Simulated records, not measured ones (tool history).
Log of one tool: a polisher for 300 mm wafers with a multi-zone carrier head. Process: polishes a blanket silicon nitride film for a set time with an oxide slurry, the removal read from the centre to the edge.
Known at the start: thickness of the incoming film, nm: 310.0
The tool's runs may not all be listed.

run  hour  flow of slurry (ml/min)  pressure of the head's centre zone  pressure of the head's middle zone  pressure of the head's edge zone  abrasive content of the slurry  polishing time (s)  film removed at the wafer's centre (Å)  film removed at mid-radius (Å)  film removed at the wafer's edge (Å)
  1     0                      240                                   1                                   1                                 1                               1                  65                                  564.93                           540.3                                542.11
  2   3.6                      240                                   1                                   1                                 1                               1                  55                                  472.76                          456.19                                460.76
  3   4.3                      240                                   1                                0.99                              1.02                               1                  55                                  478.19                          456.93                                 471.4
  4    10                      200                                   1                                0.99                              1.02                               1                  55                                  455.76                          443.28                                451.45
  5  14.2                      200                                0.97                                0.99                              1.02                               1                  55                                  449.82                          435.97                                456.67
  6  19.1                      200                                0.97                                0.99                              0.98                               1                  55                                  435.86                          441.57                                450.53
  7  25.5                      205                                0.97                                0.98                              0.99                               1                  55                                  453.85                          441.44                                451.53
  8    28                      210                                0.96                                0.97                                 1                               1                  55                                  448.67                          435.18                                455.17
  9  35.1                      215                                0.95                                0.97                              1.01                               1                  55                                  440.25                           438.8                                460.44

Run 10 comes next. What will it give?
 10  36.8                      220                                0.95                                0.96                              1.02                               1                  55                                       ?                               ?                                     ?

film removed at the wafer's centre (Å): 435.55
film removed at mid-radius (Å): 446.8
film removed at the wafer's edge (Å): 461.72
